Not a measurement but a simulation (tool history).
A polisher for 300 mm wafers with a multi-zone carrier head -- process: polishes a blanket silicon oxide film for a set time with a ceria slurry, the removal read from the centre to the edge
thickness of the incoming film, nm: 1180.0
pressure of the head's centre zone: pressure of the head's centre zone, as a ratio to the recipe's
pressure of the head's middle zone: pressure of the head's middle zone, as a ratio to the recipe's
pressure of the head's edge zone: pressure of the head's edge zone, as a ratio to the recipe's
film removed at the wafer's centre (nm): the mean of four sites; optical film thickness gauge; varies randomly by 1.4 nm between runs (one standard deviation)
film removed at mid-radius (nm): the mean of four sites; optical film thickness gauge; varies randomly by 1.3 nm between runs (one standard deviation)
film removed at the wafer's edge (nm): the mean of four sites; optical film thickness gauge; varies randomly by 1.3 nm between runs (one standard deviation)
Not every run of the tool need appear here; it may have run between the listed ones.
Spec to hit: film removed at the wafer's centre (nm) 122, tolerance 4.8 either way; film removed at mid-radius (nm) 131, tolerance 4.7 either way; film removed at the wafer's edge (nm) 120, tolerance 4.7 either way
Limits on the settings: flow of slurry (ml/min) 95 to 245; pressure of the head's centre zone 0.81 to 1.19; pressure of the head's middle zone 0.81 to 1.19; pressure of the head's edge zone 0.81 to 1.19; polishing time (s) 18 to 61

| run | hour | flow of slurry (ml/min) | pressure of the head's centre zone | pressure of the head's middle zone | pressure of the head's edge zone | polishing time (s) | film removed at the wafer's centre (nm) | film removed at mid-radius (nm) | film removed at the wafer's edge (nm) |
|---|---|---|---|---|---|---|---|---|---|
| 1 | 0 | 155 | 1 | 1 | 1 | 39 | 179.54 | 193.31 | 194.53 |
| 2 | 6.7 | 155 | 1 | 1 | 1.07 | 39 | 182.59 | 189.4 | 199.71 |
| 3 | 10.4 | 155 | 1 | 0.96 | 1.07 | 39 | 177.87 | 184.61 | 195.78 |
| 4 | 11.1 | 155 | 1 | 0.96 | 1.07 | 33 | 150.26 | 155.06 | 170.77 |
| 5 | 16.7 | 155 | 1.01 | 0.97 | 1.04 | 32 | 146.7 | 153.94 | 161.31 |
| 6 | 23.6 | 155 | 1.02 | 0.97 | 1.02 | 31 | 144.41 | 147.71 | 158.19 |
| 7 | 30.7 | 155 | 1.03 | 0.98 | 1 | 30 | 142.51 | 144.46 | 150.4 |
| 8 | 35.9 | 155 | 1.03 | 0.99 | 0.98 | 29 | 139.12 | 141.33 | 142.6 |
| 9 | 43.3 | 115 | 0.97 | 1.01 | 0.88 | 27 | 111.66 | 125.37 | 122.52 |
| 10 | 49.5 | 120 | 0.98 | 1.01 | 0.87 | 27 | 114.44 | 127.22 | 120.85 |

Which single option among these 5 for the next run brings every result within its allowed miss of target? Just one does.
| A | 55.7 | 190 | 1.19 | 1.14 | 0.81 | 23 | ? | ? | ? |
| B | 55.7 | 95 | 1.03 | 0.97 | 0.87 | 29 | ? | ? | ? |
| C | 55.7 | 130 | 1.01 | 1.14 | 0.81 | 27 | ? | ? | ? |
| D | 55.7 | 125 | 0.99 | 1.08 | 0.88 | 26 | ? | ? | ? |
| E | 55.7 | 150 | 1.02 | 1.02 | 0.81 | 26 | ? | ? | ? |

| move | film removed at the wafer's centre (nm) | film removed at mid-radius (nm) | film removed at the wafer's edge (nm) |
|---|---|---|---|
| A | 130.34 | 130.81 | 108.46 |
| B | 116.72 | 121.23 | 124.62 |
| C | 118.95 | 142.41 | 120.52 |
| D | 110.93 | 129.62 | 118.66 |
| E | 119.96 | 128.85 | 118.97 |
A: takes the result that was furthest off past its target
B: the biggest miss grows against the last run
C: gets the furthest-off result to its target, but another result is out of tolerance
D: the biggest miss grows against the last run
E: in spec on every target
Correct choice: E, which meets every target
